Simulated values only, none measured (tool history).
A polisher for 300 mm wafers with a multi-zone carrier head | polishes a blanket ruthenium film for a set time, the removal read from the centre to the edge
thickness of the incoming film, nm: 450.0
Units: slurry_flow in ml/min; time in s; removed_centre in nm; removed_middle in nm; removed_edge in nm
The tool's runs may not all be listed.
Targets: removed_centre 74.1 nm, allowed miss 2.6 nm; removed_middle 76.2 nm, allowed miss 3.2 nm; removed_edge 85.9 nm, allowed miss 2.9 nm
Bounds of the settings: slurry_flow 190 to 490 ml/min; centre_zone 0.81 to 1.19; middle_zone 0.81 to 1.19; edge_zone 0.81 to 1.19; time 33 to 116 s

run,hour,slurry_flow,centre_zone,middle_zone,edge_zone,time,removed_centre,removed_middle,removed_edge
1,0,315,1,1,1,74,64.209,62.253,61.53
2,8.9,315,1,1.06,1,74,63.028,65.902,61.466
3,14.5,315,0.92,1.06,1,74,60.603,64.847,62.059
4,21.5,315,0.91,1.05,1.03,77,61.575,68.379,65.583
5,24.8,315,0.91,1.02,1.05,80,64.591,68.742,67.428
6,29.4,250,0.91,1.02,1.05,80,63.033,66.85,66.523
7,34,255,0.9,1,1.08,83,63.862,67.978,71.134
8,37.6,255,0.9,1,1.08,83,64.208,67.651,71.046

Which of these 5 next moves meets every target?
A,41.2,290,1.02,1.03,0.81,90,?,?,?
B,41.2,260,0.81,1.01,1.16,94,?,?,?
C,41.2,270,1.16,0.9,0.91,76,?,?,?
D,41.2,240,0.86,0.93,1.15,99,?,?,?
E,41.2,190,0.9,0.87,1.15,79,?,?,?

move,removed_centre,removed_middle,removed_edge
A,78.546,75.408,71.257
B,68.056,76.499,82.808
C,72.582,56.354,62.015
D,73.953,74.358,86.337
E,58.454,54.031,67.032
A: as far off as the last run
B: nearer than the last run, and not there yet
C: further off than the last run
D: meets every target
E: further off than the last run
Move D is the one to make.
